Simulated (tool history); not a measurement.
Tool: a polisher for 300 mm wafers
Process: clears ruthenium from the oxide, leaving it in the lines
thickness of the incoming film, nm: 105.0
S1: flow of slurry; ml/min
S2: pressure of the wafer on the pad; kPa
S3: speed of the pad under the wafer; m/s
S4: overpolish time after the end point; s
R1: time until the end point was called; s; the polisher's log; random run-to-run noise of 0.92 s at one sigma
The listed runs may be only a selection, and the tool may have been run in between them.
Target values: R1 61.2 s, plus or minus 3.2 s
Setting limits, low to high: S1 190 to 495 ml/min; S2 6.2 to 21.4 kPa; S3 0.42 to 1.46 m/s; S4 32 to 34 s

run,hour,S1,S2,S3,S4,R1
1,0,320,13.8,0.94,32,108.89
2,6.6,320,15.2,0.94,32,99.631
3,9.1,320,15.9,0.96,32,96.279
4,12.3,320,15.9,1.12,32,82.653
5,21,320,16.5,1.12,32,79.214
6,24.1,290,16.5,1.12,32,80.308
7,25.2,290,17.2,1.12,32,77.866
8,27.8,290,17.9,1.12,32,73.71
9,35.6,290,18.6,1.12,32,72.953

Next run, 5 choices. One meets every target within its allowed miss, the rest don't. Which?
A,43.4,310,17.9,1.36,33,?
B,43.4,230,18.6,1.16,32,?
C,43.4,255,20,0.9,32,?
D,43.4,280,19.3,1.16,32,?
E,43.4,295,19.3,1.18,32,?

move,R1
A,62.012
B,71.57
C,85.587
D,68.481
E,67.122
A: hits every target within its allowed miss
B: closer than the last run, but not yet in spec
C: further off than the last run
D: closer than the last run, but not yet in spec
E: closer than the last run, but not yet in spec
Answer: A
